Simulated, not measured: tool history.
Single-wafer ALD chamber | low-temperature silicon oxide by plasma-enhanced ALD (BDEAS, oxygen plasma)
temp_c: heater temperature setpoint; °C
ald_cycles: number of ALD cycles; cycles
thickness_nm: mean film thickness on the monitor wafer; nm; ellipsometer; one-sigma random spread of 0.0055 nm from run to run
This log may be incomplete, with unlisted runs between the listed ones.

run	hour	temp_c	ald_cycles	thickness_nm
1	0.0	105	18	2.4719
2	2.0	115	18	2.4363
3	8.9	108	18	2.4601
4	9.9	109	18	2.4538
5	14.9	110	18	2.4462
6	16.8	110	20	2.7283
7	22.5	111	19	2.5827
8	24.0	113	17	2.3095
9	28.2	114	17	2.3036
10	29.4	115	17	2.3031
11	36.1	116	17	2.2933
12	41.1	117	17	2.2899
13	44.4	118	17	2.2839

For run 14, what comes out?
14	48.7	119	17	?

thickness_nm: 2.2785 nm
